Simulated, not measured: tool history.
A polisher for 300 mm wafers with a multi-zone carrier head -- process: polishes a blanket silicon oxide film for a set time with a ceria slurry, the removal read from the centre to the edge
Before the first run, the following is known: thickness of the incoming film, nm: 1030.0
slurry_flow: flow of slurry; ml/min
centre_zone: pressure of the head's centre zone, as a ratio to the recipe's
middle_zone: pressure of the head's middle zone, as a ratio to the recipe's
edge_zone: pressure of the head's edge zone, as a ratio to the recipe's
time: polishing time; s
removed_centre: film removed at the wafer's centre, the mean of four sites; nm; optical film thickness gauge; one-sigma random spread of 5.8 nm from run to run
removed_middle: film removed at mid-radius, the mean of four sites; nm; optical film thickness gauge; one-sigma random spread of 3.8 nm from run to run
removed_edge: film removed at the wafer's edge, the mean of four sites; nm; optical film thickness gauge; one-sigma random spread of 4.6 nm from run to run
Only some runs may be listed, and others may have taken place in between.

run 1 hour=0.0 | slurry_flow=180 centre_zone=1.00 middle_zone=1.00 edge_zone=1.00 time=65 | removed_centre=412.16 removed_middle=400.68 removed_edge=403.27
run 2 hour=7.5 | slurry_flow=180 centre_zone=1.00 middle_zone=0.97 edge_zone=1.00 time=65 | removed_centre=407.56 removed_middle=396.04 removed_edge=399.02
run 3 hour=14.3 | slurry_flow=180 centre_zone=1.00 middle_zone=0.92 edge_zone=1.00 time=65 | removed_centre=409.17 removed_middle=382.86 removed_edge=391.45
run 4 hour=16.0 | slurry_flow=195 centre_zone=1.01 middle_zone=0.96 edge_zone=0.97 time=65 | removed_centre=417.51 removed_middle=394.09 removed_edge=404.06
run 5 hour=17.0 | slurry_flow=195 centre_zone=1.07 middle_zone=0.96 edge_zone=0.97 time=65 | removed_centre=437.87 removed_middle=402.54 removed_edge=398.20
run 6 hour=21.4 | slurry_flow=155 centre_zone=1.07 middle_zone=0.96 edge_zone=0.97 time=65 | removed_centre=429.71 removed_middle=384.27 removed_edge=387.25
run 7 hour=28.2 | slurry_flow=175 centre_zone=1.09 middle_zone=1.00 edge_zone=0.95 time=65 | removed_centre=443.31 removed_middle=402.03 removed_edge=383.79
run 8 hour=31.1 | slurry_flow=175 centre_zone=1.09 middle_zone=1.00 edge_zone=0.95 time=65 | removed_centre=439.70 removed_middle=410.19 removed_edge=390.89
run 9 hour=34.1 | slurry_flow=190 centre_zone=1.10 middle_zone=1.02 edge_zone=0.95 time=65 | removed_centre=451.91 removed_middle=411.36 removed_edge=393.40
run 10 hour=40.6 | slurry_flow=190 centre_zone=1.10 middle_zone=1.02 edge_zone=0.95 time=65 | removed_centre=448.71 removed_middle=417.41 removed_edge=392.50
run 11 hour=45.3 | slurry_flow=200 centre_zone=1.11 middle_zone=1.04 edge_zone=0.95 time=65 | removed_centre=462.50 removed_middle=424.56 removed_edge=394.46
run 12 hour=49.9 | slurry_flow=210 centre_zone=1.11 middle_zone=1.06 edge_zone=0.95 time=65 | removed_centre=459.44 removed_middle=430.00 removed_edge=398.68

Run 13, settings as shown, results not yet in. Your forecast:
run 13 hour=58.2 | slurry_flow=210 centre_zone=1.11 middle_zone=1.06 edge_zone=0.95 time=65 | removed_centre=? removed_middle=? removed_edge=?

removed_centre: 459.33 nm
removed_middle: 438.51 nm
removed_edge: 403.73 nm
